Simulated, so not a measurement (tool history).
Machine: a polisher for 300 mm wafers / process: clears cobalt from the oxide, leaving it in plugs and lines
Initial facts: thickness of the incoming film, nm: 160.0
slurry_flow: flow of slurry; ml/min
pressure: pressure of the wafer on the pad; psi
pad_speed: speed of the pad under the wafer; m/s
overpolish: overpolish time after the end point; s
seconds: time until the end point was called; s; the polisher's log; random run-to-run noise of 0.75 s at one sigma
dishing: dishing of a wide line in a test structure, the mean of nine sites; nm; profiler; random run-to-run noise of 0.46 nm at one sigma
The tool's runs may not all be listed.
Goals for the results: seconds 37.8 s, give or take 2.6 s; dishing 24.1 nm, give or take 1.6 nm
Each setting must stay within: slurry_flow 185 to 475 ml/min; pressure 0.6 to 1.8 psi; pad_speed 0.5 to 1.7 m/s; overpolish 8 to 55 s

Run 1, day 0: slurry_flow 305 ml/min, pressure 1.2 psi, pad_speed 1.1 m/s, overpolish 28 s. Result: seconds 45.955 s, dishing 46.943 nm.
Run 2, day 0.321: slurry_flow 300 ml/min, pressure 1.2 psi, pad_speed 1.1 m/s, overpolish 22 s. Result: seconds 45.841 s, dishing 41.964 nm.
Run 3, day 0.562: slurry_flow 300 ml/min, pressure 1.3 psi, pad_speed 1.1 m/s, overpolish 22 s. Result: seconds 43.54 s, dishing 43.139 nm.
Run 4, day 0.65: slurry_flow 340 ml/min, pressure 1.3 psi, pad_speed 1.1 m/s, overpolish 22 s. Result: seconds 42.654 s, dishing 44.138 nm.
Run 5, day 0.775: slurry_flow 340 ml/min, pressure 1.2 psi, pad_speed 1.1 m/s, overpolish 22 s. Result: seconds 45.755 s, dishing 41.48 nm.
Run 6, day 0.829: slurry_flow 305 ml/min, pressure 1.2 psi, pad_speed 1.1 m/s, overpolish 22 s. Result: seconds 47.173 s, dishing 41.05 nm.
Run 7, day 0.983: slurry_flow 270 ml/min, pressure 1.1 psi, pad_speed 1.28 m/s, overpolish 18 s. Result: seconds 43.951 s, dishing 37.925 nm.
Run 8, day 1.221: slurry_flow 245 ml/min, pressure 1 psi, pad_speed 1.4 m/s, overpolish 15 s. Result: seconds 45.405 s, dishing 33.35 nm.
At day 1.425: worn pad replaced by a new one.
Run 9, day 1.425: slurry_flow 225 ml/min, pressure 1 psi, pad_speed 1.48 m/s, overpolish 13 s. Result: seconds 40.643 s, dishing 32.465 nm.
Run 10, day 1.471: slurry_flow 215 ml/min, pressure 0.9 psi, pad_speed 1.54 m/s, overpolish 12 s. Result: seconds 43.366 s, dishing 30.699 nm.
Run 11, day 1.779: slurry_flow 185 ml/min, pressure 0.8 psi, pad_speed 1.7 m/s, overpolish 8 s. Result: seconds 42.655 s, dishing 21.171 nm.
Run 12, day 2.133: slurry_flow 190 ml/min, pressure 0.8 psi, pad_speed 1.7 m/s, overpolish 8 s. Result: seconds 44.211 s, dishing 21.927 nm.

Consider the 4 candidate settings below. Which is the only one whose results all fall within their allowed miss of target?
Run A, day 2.488: slurry_flow 190 ml/min, pressure 0.9 psi, pad_speed 1.46 m/s, overpolish 12 s. Result: seconds ?, dishing ?.
Run B, day 2.488: slurry_flow 305 ml/min, pressure 0.9 psi, pad_speed 1.38 m/s, overpolish 12 s. Result: seconds ?, dishing ?.
Run C, day 2.488: slurry_flow 220 ml/min, pressure 1.1 psi, pad_speed 1.7 m/s, overpolish 8 s. Result: seconds ?, dishing ?.
Run D, day 2.488: slurry_flow 205 ml/min, pressure 0.9 psi, pad_speed 1.7 m/s, overpolish 8 s. Result: seconds ?, dishing ?.

move  seconds  dishing
   A   44.436   28.068
   B   44.969   27.839
   C   31.088   27.054
   D   37.987   23.291
A: no nearer and no further than the last run
B: misses by more than the last run did
C: takes the result that was furthest off past its target
D: all results in spec
Answer: D
